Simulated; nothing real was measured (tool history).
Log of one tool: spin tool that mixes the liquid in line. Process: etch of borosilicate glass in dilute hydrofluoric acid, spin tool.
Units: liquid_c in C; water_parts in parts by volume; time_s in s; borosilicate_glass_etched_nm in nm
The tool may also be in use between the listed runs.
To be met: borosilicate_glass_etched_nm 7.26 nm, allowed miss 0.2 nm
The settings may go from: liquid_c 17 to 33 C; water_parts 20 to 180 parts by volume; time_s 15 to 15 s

run 1 hour=0 | liquid_c=25 water_parts=100 time_s=15 | borosilicate_glass_etched_nm=3.8924
run 2 hour=2 | liquid_c=25 water_parts=100 time_s=15 | borosilicate_glass_etched_nm=3.9011
run 3 hour=2.8 | liquid_c=26.5 water_parts=95 time_s=15 | borosilicate_glass_etched_nm=4.379
run 4 hour=9.1 | liquid_c=27.5 water_parts=90 time_s=15 | borosilicate_glass_etched_nm=4.879
run 5 hour=15.4 | liquid_c=28.5 water_parts=85 time_s=15 | borosilicate_glass_etched_nm=5.4666
run 6 hour=17.3 | liquid_c=29.5 water_parts=85 time_s=15 | borosilicate_glass_etched_nm=5.7351
run 7 hour=18.8 | liquid_c=30 water_parts=85 time_s=15 | borosilicate_glass_etched_nm=5.7355
run 8 hour=25.4 | liquid_c=30.5 water_parts=85 time_s=15 | borosilicate_glass_etched_nm=5.8072
run 9 hour=29.6 | liquid_c=30.5 water_parts=85 time_s=15 | borosilicate_glass_etched_nm=5.962
run 10 hour=37.4 | liquid_c=31 water_parts=85 time_s=15 | borosilicate_glass_etched_nm=5.9794

Which of these 5 next moves meets every target?
run A hour=45.2 | liquid_c=33 water_parts=70 time_s=15 | borosilicate_glass_etched_nm=?
run B hour=45.2 | liquid_c=32 water_parts=65 time_s=15 | borosilicate_glass_etched_nm=?
run C hour=45.2 | liquid_c=32.5 water_parts=70 time_s=15 | borosilicate_glass_etched_nm=?
run D hour=45.2 | liquid_c=30.5 water_parts=70 time_s=15 | borosilicate_glass_etched_nm=?
run E hour=45.2 | liquid_c=28 water_parts=60 time_s=15 | borosilicate_glass_etched_nm=?

move=A borosilicate_glass_etched_nm=7.9736
move=B borosilicate_glass_etched_nm=8.3342
move=C borosilicate_glass_etched_nm=7.825
move=D borosilicate_glass_etched_nm=7.252
move=E borosilicate_glass_etched_nm=7.7899
A: takes the result that was furthest off past its target
B: takes the result that was furthest off past its target
C: takes the result that was furthest off past its target
D: meets every target
E: takes the result that was furthest off past its target
Move D is the one to make.
